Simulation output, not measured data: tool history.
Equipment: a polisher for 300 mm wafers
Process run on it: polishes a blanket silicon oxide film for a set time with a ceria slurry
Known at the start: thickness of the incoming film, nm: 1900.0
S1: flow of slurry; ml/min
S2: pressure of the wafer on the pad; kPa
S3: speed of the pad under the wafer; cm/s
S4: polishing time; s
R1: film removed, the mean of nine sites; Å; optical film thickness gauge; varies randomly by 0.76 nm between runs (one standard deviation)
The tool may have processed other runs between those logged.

Run 1, hour 0: S1 155 ml/min, S2 25.5 kPa, S3 102 cm/s, S4 30 s. Result: R1 1528.9 Å.
Run 2, hour 2.8: S1 155 ml/min, S2 25.5 kPa, S3 102 cm/s, S4 27 s. Result: R1 1374.5 Å.
Run 3, hour 3.7: S1 190 ml/min, S2 25.5 kPa, S3 102 cm/s, S4 27 s. Result: R1 1420.7 Å.
Run 4, hour 6.8: S1 190 ml/min, S2 22.1 kPa, S3 102 cm/s, S4 27 s. Result: R1 1226 Å.
Run 5, hour 7.5: S1 190 ml/min, S2 22.1 kPa, S3 102 cm/s, S4 30 s. Result: R1 1377.2 Å.
Run 6, hour 11: S1 185 ml/min, S2 18.6 kPa, S3 102 cm/s, S4 30 s. Result: R1 1170.4 Å.
Run 7, hour 19: S1 180 ml/min, S2 17.2 kPa, S3 102 cm/s, S4 30 s. Result: R1 1072.1 Å.
Run 8, hour 21.8: S1 180 ml/min, S2 17.2 kPa, S3 102 cm/s, S4 30 s. Result: R1 1069.1 Å.

Run 9 comes next. What will it give?
Run 9, hour 26.9: S1 170 ml/min, S2 16.5 kPa, S3 102 cm/s, S4 30 s. Result: R1 ?.

R1: 1023 Å

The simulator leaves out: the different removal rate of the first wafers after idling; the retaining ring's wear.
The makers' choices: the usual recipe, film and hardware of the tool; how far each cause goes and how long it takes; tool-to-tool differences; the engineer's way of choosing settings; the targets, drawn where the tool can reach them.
